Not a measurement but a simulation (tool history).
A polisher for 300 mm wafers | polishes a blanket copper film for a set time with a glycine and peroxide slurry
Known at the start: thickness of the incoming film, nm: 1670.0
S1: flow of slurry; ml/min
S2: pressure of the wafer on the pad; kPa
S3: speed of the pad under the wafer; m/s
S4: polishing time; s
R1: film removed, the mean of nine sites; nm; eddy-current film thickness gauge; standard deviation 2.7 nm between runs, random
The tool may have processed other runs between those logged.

run	hour	S1	S2	S3	S4	R1
1	0.0	210	19.3	0.78	74	384.41
2	6.3	205	18.6	0.78	74	374.04
3	7.8	175	18.6	0.78	74	358.11
4	13.9	175	21.4	0.78	74	408.10
5	22.6	175	21.4	0.96	74	480.79
6	24.9	175	23.4	0.96	74	520.04
7	27.7	170	21.4	0.96	74	476.58
8	34.3	165	20.0	0.96	74	442.56
9	41.4	160	19.3	0.96	74	441.29

Run 10, settings as shown, results not yet in. Your forecast:
10	48.9	160	13.8	0.94	74	?

R1: 328.50 nm

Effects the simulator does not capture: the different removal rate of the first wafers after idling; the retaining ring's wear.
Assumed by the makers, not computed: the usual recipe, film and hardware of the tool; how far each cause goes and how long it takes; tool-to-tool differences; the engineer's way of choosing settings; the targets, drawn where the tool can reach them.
